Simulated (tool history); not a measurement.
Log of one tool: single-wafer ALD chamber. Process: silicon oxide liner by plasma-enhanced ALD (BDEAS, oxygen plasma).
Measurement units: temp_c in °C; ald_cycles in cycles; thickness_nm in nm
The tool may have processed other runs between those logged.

run	hour	temp_c	ald_cycles	thickness_nm
1	0.0	320	58	5.9680
2	5.1	320	60	6.1527
3	13.8	320	55	5.6529
4	19.7	320	58	5.9317
5	20.7	320	60	6.1372
6	25.6	320	62	6.3428
7	26.3	320	63	6.4502
8	29.9	320	64	6.5581

What does the tool deliver on the next run?
9	35.3	320	65	?

Run 9 came out at thickness_nm 6.7099 nm.
